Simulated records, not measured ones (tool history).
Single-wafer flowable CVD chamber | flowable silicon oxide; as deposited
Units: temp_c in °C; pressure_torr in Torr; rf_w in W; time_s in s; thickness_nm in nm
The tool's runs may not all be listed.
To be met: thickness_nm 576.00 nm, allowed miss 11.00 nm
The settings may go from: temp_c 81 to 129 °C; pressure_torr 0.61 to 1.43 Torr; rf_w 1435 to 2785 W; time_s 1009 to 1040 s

run,hour,temp_c,pressure_torr,rf_w,time_s,thickness_nm
1,0.0,105,1.02,2110,1009,716.60
2,5.3,105,1.12,2110,1009,777.28
3,11.0,107,1.12,2110,1009,727.86
4,17.7,118,1.12,2110,1009,542.40
5,19.7,117,1.12,2110,1009,553.88
6,25.6,117,1.05,2110,1009,526.72
7,28.6,116,1.05,2110,1009,535.40
8,34.9,115,1.05,2110,1009,552.89

4 next moves are on the table. One of them brings every result within its allowed miss. Which?
A,41.2,116,1.07,1875,1011,?
B,41.2,117,1.20,2060,1040,?
C,41.2,106,0.84,1955,1033,?
D,41.2,112,0.94,1805,1030,?

move,thickness_nm
A,533.57
B,603.96
C,576.97
D,531.33
A: further off than the last run
B: takes the result that was furthest off past its target
C: meets every target
D: further off than the last run
Answer: C
